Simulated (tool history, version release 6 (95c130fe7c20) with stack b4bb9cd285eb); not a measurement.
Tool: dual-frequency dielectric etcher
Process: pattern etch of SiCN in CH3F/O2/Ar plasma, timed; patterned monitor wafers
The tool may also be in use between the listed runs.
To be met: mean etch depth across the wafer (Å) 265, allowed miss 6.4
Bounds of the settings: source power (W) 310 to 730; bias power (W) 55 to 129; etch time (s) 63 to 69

run  hour  source power (W)  bias power (W)  etch time (s)  mean etch depth across the wafer (Å)
  1     0               520              92             69                                294.22
  2   6.7               520              92             69                                299.36
  3   9.6               500              91             69                                288.02
  4  12.4               560              91             69                                309.76
  5  15.5               560              97             69                                309.69
  6  24.1               560              97             69                                 310.4
  7  26.4               540              96             69                                305.87
  8  31.9               520              95             69                                301.48
  9  34.5               500              94             69                                292.04
 10  42.6               490              93             69                                291.23
 11  48.7               390              85           68.5                                248.54

Which of these 5 next moves meets every target?
  A  54.8               360              92             67                                     ?
  B  54.8               410              84             65                                     ?
  C  54.8               360              81             68                                     ?
  D  54.8               390              84             67                                     ?
  E  54.8               440              83             69                                     ?

move  mean etch depth across the wafer (Å)
   A                                 236.5
   B                                242.52
   C                                233.74
   D                                243.06
   E                                266.94
A: further off than the last run
B: further off than the last run
C: further off than the last run
D: further off than the last run
E: meets every target
The right move is E.

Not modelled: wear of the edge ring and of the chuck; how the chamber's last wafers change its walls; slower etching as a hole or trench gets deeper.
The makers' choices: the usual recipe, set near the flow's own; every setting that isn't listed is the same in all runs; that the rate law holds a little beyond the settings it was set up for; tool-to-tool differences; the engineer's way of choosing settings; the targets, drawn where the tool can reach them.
